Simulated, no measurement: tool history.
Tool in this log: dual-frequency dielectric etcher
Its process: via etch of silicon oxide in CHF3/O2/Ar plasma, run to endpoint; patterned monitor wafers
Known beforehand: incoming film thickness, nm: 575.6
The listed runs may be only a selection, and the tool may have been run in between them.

Run 1, hour 0.0: source power (kW) 0.490, bias power (kW) 0.139. Result: endpoint time (s) 327.65.
Run 2, hour 6.9: source power (kW) 0.490, bias power (kW) 0.158. Result: endpoint time (s) 313.18.
Run 3, hour 7.9: source power (kW) 0.490, bias power (kW) 0.179. Result: endpoint time (s) 295.36.
Run 4, hour 14.0: source power (kW) 0.490, bias power (kW) 0.163. Result: endpoint time (s) 308.36.
Run 5, hour 16.8: source power (kW) 0.490, bias power (kW) 0.185. Result: endpoint time (s) 291.10.
Run 6, hour 18.4: source power (kW) 0.530, bias power (kW) 0.185. Result: endpoint time (s) 283.38.
Run 7, hour 25.4: source power (kW) 0.480, bias power (kW) 0.172. Result: endpoint time (s) 303.26.
Run 8, hour 30.0: source power (kW) 0.440, bias power (kW) 0.162. Result: endpoint time (s) 327.71.
Run 9, hour 31.7: source power (kW) 0.410, bias power (kW) 0.160. Result: endpoint time (s) 337.52.
Run 10, hour 35.6: source power (kW) 0.390, bias power (kW) 0.157. Result: endpoint time (s) 348.45.
Run 11, hour 36.8: source power (kW) 0.370, bias power (kW) 0.155. Result: endpoint time (s) 356.13.
Run 12, hour 44.4: source power (kW) 0.360, bias power (kW) 0.153. Result: endpoint time (s) 355.84.

Run 13, settings as shown, results not yet in. Your forecast:
Run 13, hour 52.2: source power (kW) 0.350, bias power (kW) 0.150. Result: endpoint time (s) ?.

endpoint time (s): 362.88
